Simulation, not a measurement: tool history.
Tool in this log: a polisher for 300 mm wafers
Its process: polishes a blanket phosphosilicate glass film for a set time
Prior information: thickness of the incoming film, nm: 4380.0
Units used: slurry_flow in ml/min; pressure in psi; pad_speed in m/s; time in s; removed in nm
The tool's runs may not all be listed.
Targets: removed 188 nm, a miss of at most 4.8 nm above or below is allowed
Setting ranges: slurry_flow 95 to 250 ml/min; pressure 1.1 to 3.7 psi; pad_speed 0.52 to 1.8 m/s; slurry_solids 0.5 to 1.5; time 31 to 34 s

| run | day | slurry_flow | pressure | pad_speed | slurry_solids | time | removed |
|---|---|---|---|---|---|---|---|
| 1 | 0 | 160 | 2.4 | 1.16 | 1 | 34 | 227.4 |
| 2 | 0.208 | 160 | 2.1 | 1.16 | 1 | 34 | 197.66 |
| 3 | 0.471 | 195 | 2.1 | 1.16 | 1 | 34 | 206.81 |
| 4 | 0.825 | 195 | 2.6 | 1.16 | 1 | 34 | 251.67 |
| 5 | 1.025 | 195 | 3 | 1.16 | 1 | 34 | 290.73 |
| 6 | 1.396 | 195 | 3 | 1.3 | 1 | 34 | 308.86 |
| 7 | 1.733 | 190 | 2.7 | 1.3 | 1 | 34 | 277.3 |
| 8 | 2.025 | 160 | 2.1 | 1.28 | 1 | 34 | 210.95 |
| 9 | 2.379 | 155 | 2 | 1.28 | 1 | 34 | 199.53 |
| 10 | 2.625 | 150 | 2 | 1.28 | 1 | 34 | 200.96 |

5 candidate next runs follow, results not yet known. Just one meets every target within its allowed miss. Identify it.
| A | 2.871 | 130 | 2.4 | 1.38 | 0.85 | 34 | ? |
| B | 2.871 | 150 | 2 | 1.56 | 0.95 | 33 | ? |
| C | 2.871 | 135 | 1.9 | 1.4 | 1.05 | 32 | ? |
| D | 2.871 | 155 | 2.3 | 1.4 | 0.9 | 34 | ? |
| E | 2.871 | 150 | 2.1 | 1.4 | 0.85 | 34 | ? |

| move | removed |
|---|---|
| A | 226.3 |
| B | 212.55 |
| C | 189.02 |
| D | 230.36 |
| E | 204.67 |
A: its largest miss is bigger than the last run's
B: its largest miss is bigger than the last run's
C: each result inside its tolerance
D: its largest miss is bigger than the last run's
E: its largest miss is bigger than the last run's
Answer: C

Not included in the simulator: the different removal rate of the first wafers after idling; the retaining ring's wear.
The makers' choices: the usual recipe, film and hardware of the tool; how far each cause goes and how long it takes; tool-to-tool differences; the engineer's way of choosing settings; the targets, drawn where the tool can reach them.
